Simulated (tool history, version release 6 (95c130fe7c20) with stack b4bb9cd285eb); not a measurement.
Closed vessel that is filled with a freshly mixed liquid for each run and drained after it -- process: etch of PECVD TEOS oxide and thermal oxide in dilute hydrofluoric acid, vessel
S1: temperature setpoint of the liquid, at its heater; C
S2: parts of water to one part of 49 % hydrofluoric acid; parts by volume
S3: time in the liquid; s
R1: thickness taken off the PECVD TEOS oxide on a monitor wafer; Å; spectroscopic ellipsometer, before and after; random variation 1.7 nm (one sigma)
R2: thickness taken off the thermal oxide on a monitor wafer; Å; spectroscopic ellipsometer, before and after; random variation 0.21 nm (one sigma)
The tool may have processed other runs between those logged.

run,hour,S1,S2,S3,R1,R2
1,0,23,130,250,295.59,81.945
2,6,25.5,95,290,545.7,150.75
3,11.2,27.5,70,310,889.5,244.93
4,12.5,28.5,55,310,1203.7,327.83
5,21.4,28.5,55,275,1060.6,292.4
6,23.5,28.5,55,190,732.13,202
7,26.8,29.5,45,220,1093.9,298.94
8,35.5,30,40,230,1326.9,367.03
9,39.6,30.5,35,230,1545.2,425.43
10,45.9,31,30,230,1864,512.01

What does the tool deliver on the next run?
11,48.7,30.5,30,230,?,?

R1: 1861 Å
R2: 504.47 Å
